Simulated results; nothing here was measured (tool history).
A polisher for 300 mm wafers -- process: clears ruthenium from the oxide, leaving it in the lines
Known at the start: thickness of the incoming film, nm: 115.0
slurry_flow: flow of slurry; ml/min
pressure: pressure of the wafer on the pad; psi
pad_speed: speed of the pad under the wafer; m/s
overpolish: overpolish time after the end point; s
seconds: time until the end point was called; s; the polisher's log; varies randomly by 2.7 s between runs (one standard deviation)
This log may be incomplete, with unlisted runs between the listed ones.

run	hour	slurry_flow	pressure	pad_speed	overpolish	seconds
1	0	180	2.1	0.78	23	132.43
2	1.8	175	1.8	0.76	23	150.8
3	3.6	175	2.3	0.76	23	126.29
4	10	170	2	0.72	23	148.9
5	10.9	170	1.7	0.7	23	172.94
6	12.4	170	1.7	0.7	25	176.74
7	13.3	170	1.5	0.68	25	197.09

Run 8 is up next; what results do you expect?
8	21	170	1.4	0.68	25	?

Run 8 yielded seconds 210.7 s.
